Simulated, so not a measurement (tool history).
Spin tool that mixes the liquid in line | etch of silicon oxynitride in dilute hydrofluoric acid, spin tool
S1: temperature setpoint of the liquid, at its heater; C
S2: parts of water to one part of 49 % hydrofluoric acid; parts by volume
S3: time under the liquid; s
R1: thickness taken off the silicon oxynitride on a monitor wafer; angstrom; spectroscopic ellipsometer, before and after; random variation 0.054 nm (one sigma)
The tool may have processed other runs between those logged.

run	hour	S1	S2	S3	R1
1	0.0	21.0	215	300	24.906
2	6.2	21.0	215	300	25.819
3	14.9	22.5	210	300	28.254
4	17.3	23.5	210	300	29.423
5	25.0	24.0	210	300	29.823
6	29.8	24.0	140	300	48.164

Estimate the outcome of run 7 from the log above:
7	35.4	22.5	145	300	?

{"run 7": {"R1": 41.745}}
